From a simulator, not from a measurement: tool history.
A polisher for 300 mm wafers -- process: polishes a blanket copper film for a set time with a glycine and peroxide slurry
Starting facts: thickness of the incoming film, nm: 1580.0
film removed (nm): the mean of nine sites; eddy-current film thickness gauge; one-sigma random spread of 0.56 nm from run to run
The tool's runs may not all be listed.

| run | hour | flow of slurry (ml/min) | pressure of the wafer on the pad (psi) | speed of the pad under the wafer (cm/s) | polishing time (s) | film removed (nm) |
|---|---|---|---|---|---|---|
| 1 | 0.0 | 160 | 2.5 | 82 | 28 | 132.560 |
| 2 | 8.5 | 135 | 2.5 | 82 | 28 | 129.750 |
| 3 | 14.1 | 135 | 2.5 | 96 | 28 | 147.940 |
| 4 | 18.7 | 130 | 2.1 | 92 | 28 | 127.550 |
| 5 | 19.5 | 130 | 2.1 | 78 | 28 | 113.580 |
| 6 | 26.1 | 130 | 2.1 | 62 | 28 | 95.309 |
| 7 | 27.5 | 130 | 2.0 | 62 | 28 | 92.730 |

Estimate the outcome of run 8 from the log above:
| 8 | 33.5 | 130 | 1.9 | 62 | 28 | ? |

Logged for run 8: film removed (nm) 90.686.
